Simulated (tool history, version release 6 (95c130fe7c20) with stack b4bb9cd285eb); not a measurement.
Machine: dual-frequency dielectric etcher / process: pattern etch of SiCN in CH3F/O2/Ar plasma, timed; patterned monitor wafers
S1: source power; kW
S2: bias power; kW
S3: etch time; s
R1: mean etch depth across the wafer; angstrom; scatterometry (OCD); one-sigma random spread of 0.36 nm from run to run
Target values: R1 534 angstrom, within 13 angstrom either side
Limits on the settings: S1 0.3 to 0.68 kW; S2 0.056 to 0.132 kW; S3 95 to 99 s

Run 1, hour 0: S1 0.49 kW, S2 0.094 kW, S3 95 s. Result: R1 441.14 angstrom.
Run 2, hour 2.9: S1 0.43 kW, S2 0.094 kW, S3 95 s. Result: R1 412.12 angstrom.
Run 3, hour 10.9: S1 0.38 kW, S2 0.094 kW, S3 95 s. Result: R1 388.33 angstrom.
Run 4, hour 15.4: S1 0.38 kW, S2 0.094 kW, S3 99 s. Result: R1 407.06 angstrom.
Run 5, hour 19.6: S1 0.44 kW, S2 0.096 kW, S3 99 s. Result: R1 434.98 angstrom.
Run 6, hour 22.7: S1 0.37 kW, S2 0.096 kW, S3 99 s. Result: R1 405.14 angstrom.
Run 7, hour 26: S1 0.44 kW, S2 0.099 kW, S3 99 s. Result: R1 446.88 angstrom.
Run 8, hour 33.4: S1 0.48 kW, S2 0.1 kW, S3 99 s. Result: R1 466.07 angstrom.
Run 9, hour 37.7: S1 0.51 kW, S2 0.101 kW, S3 99 s. Result: R1 478.78 angstrom.
Run 10, hour 44.7: S1 0.54 kW, S2 0.102 kW, S3 99 s. Result: R1 491.38 angstrom.
Run 11, hour 47.2: S1 0.56 kW, S2 0.103 kW, S3 99 s. Result: R1 504.69 angstrom.
Run 12, hour 56.2: S1 0.58 kW, S2 0.104 kW, S3 99 s. Result: R1 521.35 angstrom.

5 candidate next runs follow, results not yet known. Just one meets every target within its allowed miss. Identify it.
Run A, hour 65.2: S1 0.58 kW, S2 0.104 kW, S3 98 s. Result: R1 ?.
Run B, hour 65.2: S1 0.58 kW, S2 0.101 kW, S3 98 s. Result: R1 ?.
Run C, hour 65.2: S1 0.6 kW, S2 0.1 kW, S3 97.5 s. Result: R1 ?.
Run D, hour 65.2: S1 0.59 kW, S2 0.107 kW, S3 99 s. Result: R1 ?.
Run E, hour 65.2: S1 0.59 kW, S2 0.099 kW, S3 97.5 s. Result: R1 ?.

move      R1
   A  512.67
   B  506.39
   C  509.36
   D  528.17
   E  503.42
A: further off than the last run
B: further off than the last run
C: further off than the last run
D: all results in spec
E: further off than the last run
Go with D: it meets all targets.

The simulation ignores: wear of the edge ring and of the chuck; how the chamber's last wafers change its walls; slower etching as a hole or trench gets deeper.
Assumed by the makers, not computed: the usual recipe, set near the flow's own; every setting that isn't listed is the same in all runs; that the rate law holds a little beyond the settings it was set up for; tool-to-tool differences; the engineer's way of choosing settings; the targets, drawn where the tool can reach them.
